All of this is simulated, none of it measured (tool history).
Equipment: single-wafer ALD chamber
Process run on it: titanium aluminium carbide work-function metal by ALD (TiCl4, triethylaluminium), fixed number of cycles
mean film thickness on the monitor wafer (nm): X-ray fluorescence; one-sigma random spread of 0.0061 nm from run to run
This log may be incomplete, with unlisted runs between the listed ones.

run,hour,heater temperature setpoint (deg C),triethylaluminium pulse time (s),mean film thickness on the monitor wafer (nm)
1,0.0,275,14.25,1.7845
2,1.8,275,17.63,1.7897
3,10.4,279,17.63,1.8123
4,16.2,281,17.69,1.8579
5,17.3,273,17.69,1.7771
6,19.2,273,15.77,1.7650
7,28.2,275,15.88,1.7809
8,30.6,277,16.01,1.8110
9,36.6,278,16.02,1.8157

What will run 10 give?
10,45.1,280,16.07,?

Run 10 measured mean film thickness on the monitor wafer (nm) 1.8317.
